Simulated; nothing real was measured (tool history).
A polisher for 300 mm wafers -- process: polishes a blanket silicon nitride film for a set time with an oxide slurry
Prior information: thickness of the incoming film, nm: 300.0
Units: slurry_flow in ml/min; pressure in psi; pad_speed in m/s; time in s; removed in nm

run,hour,slurry_flow,pressure,pad_speed,slurry_solids,time,removed
1,0,175,3.3,0.96,1,53,25.606
2,6.2,185,3.6,0.96,1,53,27.801
3,9,185,3.6,0.76,1,53,22.818
4,16.7,185,3.6,0.76,1,53,22.746
5,21.3,185,3.6,0.76,1,53,23.233
6,27.9,185,3.2,0.76,1,53,20.435

Expected results for the next run?
7,30.5,185,3.8,0.76,1,53,?

{"run 7": {"removed": 24.394}}
